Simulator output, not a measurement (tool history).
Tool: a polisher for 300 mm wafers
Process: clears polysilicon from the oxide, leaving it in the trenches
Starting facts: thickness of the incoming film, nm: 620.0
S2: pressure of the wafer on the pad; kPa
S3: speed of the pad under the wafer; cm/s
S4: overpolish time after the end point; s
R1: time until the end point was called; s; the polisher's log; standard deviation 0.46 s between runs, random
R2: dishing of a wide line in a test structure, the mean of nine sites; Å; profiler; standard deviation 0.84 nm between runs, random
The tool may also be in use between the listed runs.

{"run": 1, "hour": 0.0, "flow of slurry (ml/min)": 220, "S2": 17.2, "S3": 122, "S4": 18, "R1": 46.96, "R2": 693.81}
{"run": 2, "hour": 3.7, "flow of slurry (ml/min)": 190, "S2": 17.2, "S3": 122, "S4": 18, "R1": 49.106, "R2": 707.49}
{"run": 3, "hour": 6.6, "flow of slurry (ml/min)": 225, "S2": 17.9, "S3": 122, "S4": 15, "R1": 45.658, "R2": 703.79}
{"run": 4, "hour": 7.9, "flow of slurry (ml/min)": 225, "S2": 17.9, "S3": 140, "S4": 15, "R1": 41.492, "R2": 675.55}
{"run": 5, "hour": 13.9, "flow of slurry (ml/min)": 250, "S2": 17.2, "S3": 152, "S4": 13, "R1": 38.915, "R2": 671.46}
{"run": 6, "hour": 17.0, "flow of slurry (ml/min)": 250, "S2": 17.2, "S3": 180, "S4": 13, "R1": 34.609, "R2": 694.76}
{"run": 7, "hour": 18.0, "flow of slurry (ml/min)": 270, "S2": 17.9, "S3": 168, "S4": 11, "R1": 35.273, "R2": 676.07}
{"run": 8, "hour": 25.9, "flow of slurry (ml/min)": 285, "S2": 17.9, "S3": 170, "S4": 10, "R1": 35.896, "R2": 652.92}
{"run": 9, "hour": 28.2, "flow of slurry (ml/min)": 285, "S2": 17.9, "S3": 170, "S4": 10, "R1": 35.301, "R2": 665.61}
{"run": 10, "hour": 30.4, "flow of slurry (ml/min)": 295, "S2": 18.6, "S3": 168, "S4": 9, "R1": 33.916, "R2": 653.7}
{"run": 11, "hour": 36.5, "flow of slurry (ml/min)": 305, "S2": 19.3, "S3": 158, "S4": 8, "R1": 35.386, "R2": 625.8}

Forecast run 12:
{"run": 12, "hour": 38.3, "flow of slurry (ml/min)": 315, "S2": 20.7, "S3": 146, "S4": 7, "R1": "?", "R2": "?"}

{"run 12": {"R1": 33.797, "R2": 626.85}}
